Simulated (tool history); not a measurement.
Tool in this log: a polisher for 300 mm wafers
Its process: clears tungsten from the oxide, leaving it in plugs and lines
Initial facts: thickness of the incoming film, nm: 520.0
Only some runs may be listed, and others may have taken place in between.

run,hour,flow of slurry (ml/min),pressure of the wafer on the pad (psi),speed of the pad under the wafer (m/s),abrasive content of the slurry,overpolish time after the end point (s),time until the end point was called (s)
1,0,135,2.4,1.06,1,36,141.39
2,2.2,135,2.7,1.06,1,36,130.89
3,9.3,135,2.7,1.06,1,36,127.5
4,15.1,135,2.5,1.06,1,36,137.57
5,17,160,2.5,1.06,1,36,128.85
6,25.8,155,2.4,1.06,1,36,134.86

For run 7, what comes out?
7,30.8,145,1.8,1.02,1,36,?

Run 7 gave time until the end point was called (s) 180.99.

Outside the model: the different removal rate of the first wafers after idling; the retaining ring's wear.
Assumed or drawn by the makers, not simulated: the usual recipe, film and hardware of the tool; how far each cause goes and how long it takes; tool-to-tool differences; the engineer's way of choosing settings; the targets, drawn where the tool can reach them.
